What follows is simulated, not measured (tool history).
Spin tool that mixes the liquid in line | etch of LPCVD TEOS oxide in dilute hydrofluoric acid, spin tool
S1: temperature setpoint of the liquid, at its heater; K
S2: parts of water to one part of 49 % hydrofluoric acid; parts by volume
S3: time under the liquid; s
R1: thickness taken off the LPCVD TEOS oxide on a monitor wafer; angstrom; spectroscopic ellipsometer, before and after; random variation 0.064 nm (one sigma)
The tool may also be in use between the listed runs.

run  hour      S1   S2   S3      R1
  1     0  295.15  270  205  206.22
  2   3.7  295.15  270  205  204.41
  3  11.6  295.15  270  215  215.53
  4  12.5  295.15  340  215   160.3
  5  19.1  295.15  425  215  119.74
  6  26.7  297.65  410  215  136.52
  7  32.1  299.15  400  215  148.26
  8  34.9  300.15  390  215  157.88
  9  36.1  301.15  385  215  166.17

Forecast run 10:
 10  40.3  301.65  380  215   ?

R1: 171.35 angstrom
